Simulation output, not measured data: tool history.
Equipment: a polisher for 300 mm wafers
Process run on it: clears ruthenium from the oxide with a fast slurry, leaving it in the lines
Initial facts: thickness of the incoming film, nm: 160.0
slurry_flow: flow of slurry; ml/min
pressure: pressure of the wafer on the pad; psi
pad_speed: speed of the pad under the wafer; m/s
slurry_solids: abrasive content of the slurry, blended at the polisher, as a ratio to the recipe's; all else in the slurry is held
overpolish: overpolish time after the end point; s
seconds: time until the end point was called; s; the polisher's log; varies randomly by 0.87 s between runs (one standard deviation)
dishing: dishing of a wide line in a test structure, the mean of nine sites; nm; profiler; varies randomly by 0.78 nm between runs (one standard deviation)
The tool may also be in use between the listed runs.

| run | hour | slurry_flow | pressure | pad_speed | slurry_solids | overpolish | seconds | dishing |
|---|---|---|---|---|---|---|---|---|
| 1 | 0.0 | 130 | 1.9 | 0.94 | 1.0 | 23 | 72.712 | 41.114 |
| 2 | 1.6 | 130 | 1.9 | 1.16 | 1.0 | 23 | 61.850 | 44.462 |
| 3 | 5.1 | 130 | 1.9 | 1.30 | 1.0 | 23 | 56.195 | 47.705 |
| 4 | 8.0 | 125 | 1.8 | 1.30 | 1.0 | 25 | 59.051 | 49.174 |
| 5 | 13.3 | 120 | 1.7 | 1.30 | 1.0 | 27 | 63.185 | 49.294 |
| 6 | 19.3 | 120 | 1.7 | 1.30 | 1.0 | 36 | 63.821 | 59.467 |

What will run 7 give?
| 7 | 26.4 | 120 | 1.7 | 1.30 | 1.0 | 35 | ? | ? |

{"run 7": {"seconds": 62.319, "dishing": 58.588}}
